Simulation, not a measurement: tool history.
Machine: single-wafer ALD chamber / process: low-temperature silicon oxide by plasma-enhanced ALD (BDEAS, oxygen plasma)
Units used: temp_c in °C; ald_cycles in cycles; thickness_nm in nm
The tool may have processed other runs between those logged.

run    day  temp_c  ald_cycles  thickness_nm
  1  0.000      90          48        7.2584
  2  0.133      90          45        6.7749
  3  0.396     100          45        6.5410
  4  0.612     104          43        6.2118
  5  0.779     110          43        6.1829
  6  1.029     111          41        5.8628
  7  1.283     112          40        5.6893

Estimate the outcome of run 8 from the log above:
  8  1.333     112          39             ?

thickness_nm: 5.5980 nm
